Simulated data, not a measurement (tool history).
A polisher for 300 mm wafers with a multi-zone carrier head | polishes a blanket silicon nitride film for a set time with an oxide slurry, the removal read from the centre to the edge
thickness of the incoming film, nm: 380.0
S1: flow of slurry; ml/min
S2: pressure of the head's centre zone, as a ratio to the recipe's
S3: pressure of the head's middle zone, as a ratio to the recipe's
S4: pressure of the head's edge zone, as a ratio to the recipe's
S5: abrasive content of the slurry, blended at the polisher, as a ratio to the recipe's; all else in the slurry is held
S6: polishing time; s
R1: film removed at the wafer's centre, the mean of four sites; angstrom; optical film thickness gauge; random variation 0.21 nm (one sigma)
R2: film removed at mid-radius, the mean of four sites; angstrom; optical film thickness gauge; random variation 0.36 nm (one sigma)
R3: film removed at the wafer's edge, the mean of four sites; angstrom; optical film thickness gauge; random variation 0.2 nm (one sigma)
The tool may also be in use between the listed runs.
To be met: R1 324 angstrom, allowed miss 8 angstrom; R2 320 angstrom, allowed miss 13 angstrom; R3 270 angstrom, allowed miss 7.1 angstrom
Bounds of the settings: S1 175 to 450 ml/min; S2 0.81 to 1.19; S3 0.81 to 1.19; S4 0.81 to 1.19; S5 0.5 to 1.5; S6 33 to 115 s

run,hour,S1,S2,S3,S4,S5,S6,R1,R2,R3
1,0,290,1,1,1,1,73,403.48,399.57,396.14
2,4.2,295,1.01,1.01,0.97,0.9,72,379.45,375.11,370.06
3,12.3,295,1.09,1.01,0.97,0.9,72,405.39,375.93,372.1
4,18.2,295,1,1.01,0.97,0.9,72,376.93,378.59,372.2
5,26.4,295,1.03,1.04,0.94,0.85,71,371.59,374.93,353.4
6,27.9,295,1.05,1.05,0.92,0.8,70,362.97,357.5,327.05
7,34,290,1.05,1.05,0.9,0.75,70,350.3,340.63,313.54
8,42.7,280,1.05,1.06,0.88,0.75,70,353.43,349.65,315.59
9,44,285,1.06,1.07,0.87,0.7,70,337.64,335.04,299.56
10,52,285,1.07,1.08,0.86,0.7,70,343.09,333.51,298.83
11,58.6,285,1.07,1.09,0.85,0.7,70,340.76,340.03,300.99
12,61.3,285,1.08,1.1,0.84,0.65,70,329.87,331.85,286.76
13,64.5,285,1.09,1.1,0.83,0.65,70,333.9,322.89,280.74
14,73.3,285,1.09,1.12,0.82,0.65,70,332.93,336.68,277.67

4 next moves are on the table. One of them brings every result within its allowed miss. Which?
A,82.1,275,1.14,1.18,0.84,0.6,74,?,?,?
B,82.1,250,1.15,1.03,0.82,0.65,69,?,?,?
C,82.1,310,1.1,1.13,0.83,0.65,66,?,?,?
D,82.1,290,1.16,1.17,0.81,0.7,64,?,?,?

move,R1,R2,R3
A,349.43,356.91,289.85
B,339.47,306.64,278.18
C,319.49,325.6,272.31
D,338.13,336.66,270.73
A: further off than the last run
B: takes the result that was furthest off past its target
C: meets every target
D: further off than the last run
The right move is C.

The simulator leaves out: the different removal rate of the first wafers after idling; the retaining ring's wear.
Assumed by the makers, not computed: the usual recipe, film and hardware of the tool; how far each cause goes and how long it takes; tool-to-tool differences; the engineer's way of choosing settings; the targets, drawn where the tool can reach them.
